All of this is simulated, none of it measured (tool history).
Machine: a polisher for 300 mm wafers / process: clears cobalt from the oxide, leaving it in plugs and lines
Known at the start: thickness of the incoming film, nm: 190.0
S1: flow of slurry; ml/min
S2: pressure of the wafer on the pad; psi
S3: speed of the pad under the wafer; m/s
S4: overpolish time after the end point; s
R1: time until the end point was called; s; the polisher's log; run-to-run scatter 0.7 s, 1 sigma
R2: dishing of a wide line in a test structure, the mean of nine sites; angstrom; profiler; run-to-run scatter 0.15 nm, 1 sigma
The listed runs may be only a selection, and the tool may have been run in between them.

run,hour,S1,S2,S3,S4,R1,R2
1,0.0,245,1.5,1.12,8,48.077,244.59
2,3.1,245,1.5,1.12,6,47.730,200.41
3,4.8,245,1.7,1.12,6,42.967,217.86
4,10.6,245,1.7,1.26,6,37.988,237.78
5,16.1,200,1.7,1.26,6,38.845,231.53
6,25.1,200,1.7,1.06,6,46.046,203.47
7,27.0,195,1.6,1.06,6,48.768,192.49
8,35.1,190,1.5,1.06,6,52.957,183.70
9,44.1,185,1.4,1.06,6,54.930,174.60
10,52.4,185,1.3,1.06,6,59.289,163.88

Predict the results of run 11:
11,54.6,180,1.2,1.06,6,?,?

R1: 65.606 s
R2: 153.10 angstrom
